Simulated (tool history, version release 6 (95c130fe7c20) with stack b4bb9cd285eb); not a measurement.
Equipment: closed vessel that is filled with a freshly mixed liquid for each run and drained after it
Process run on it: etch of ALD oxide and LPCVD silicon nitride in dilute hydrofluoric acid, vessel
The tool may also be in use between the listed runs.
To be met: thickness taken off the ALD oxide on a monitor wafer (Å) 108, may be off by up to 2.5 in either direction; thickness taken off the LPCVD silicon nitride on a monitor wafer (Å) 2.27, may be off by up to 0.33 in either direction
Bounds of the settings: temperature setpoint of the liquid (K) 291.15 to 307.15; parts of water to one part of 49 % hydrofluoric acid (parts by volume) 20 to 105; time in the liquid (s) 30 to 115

| run | hour | temperature setpoint of the liquid (K) | parts of water to one part of 49 % hydrofluoric acid (parts by volume) | time in the liquid (s) | thickness taken off the ALD oxide on a monitor wafer (Å) | thickness taken off the LPCVD silicon nitride on a monitor wafer (Å) |
|---|---|---|---|---|---|---|
| 1 | 0 | 299.15 | 55 | 60 | 196.24 | 4.4173 |
| 2 | 2.1 | 297.15 | 60 | 60 | 164.53 | 3.7246 |
| 3 | 7.7 | 295.65 | 65 | 60 | 142.1 | 3.0058 |
| 4 | 10.1 | 294.65 | 70 | 60 | 125.95 | 2.7557 |
| 5 | 12 | 294.65 | 70 | 70 | 147.03 | 2.934 |
| 6 | 16.1 | 294.15 | 75 | 70 | 133.53 | 2.7495 |
|  | 19.7 | hydrofluoric acid flow meter replaced |
| 7 | 19.7 | 293.65 | 75 | 70 | 150.34 | 2.9113 |
| 8 | 21.2 | 294.15 | 80 | 70 | 142.94 | 2.9966 |
| 9 | 29.7 | 293.15 | 85 | 70 | 127.72 | 2.8389 |
| 10 | 33.9 | 292.65 | 85 | 70 | 125.61 | 2.5549 |

Exercise: of the 5 proposed moves below, exactly one satisfies all targets within the stated allowed misses. Which move is it?
| A | 38.1 | 291.65 | 100 | 75 | ? | ? |
| B | 38.1 | 306.15 | 105 | 45 | ? | ? |
| C | 38.1 | 303.15 | 105 | 50 | ? | ? |
| D | 38.1 | 299.65 | 105 | 60 | ? | ? |
| E | 38.1 | 292.15 | 60 | 45 | ? | ? |

| move | thickness taken off the ALD oxide on a monitor wafer (Å) | thickness taken off the LPCVD silicon nitride on a monitor wafer (Å) |
|---|---|---|
| A | 107.35 | 2.1245 |
| B | 107.18 | 3.1131 |
| C | 106.64 | 2.8735 |
| D | 112.06 | 2.7611 |
| E | 114.64 | 2.1693 |
A: hits every target within its allowed miss
B: gets the furthest-off result to its target, but another result is out of tolerance
C: gets the furthest-off result to its target, but another result is out of tolerance
D: closer than the last run, but not yet in spec
E: closer than the last run, but not yet in spec
The right move is A.
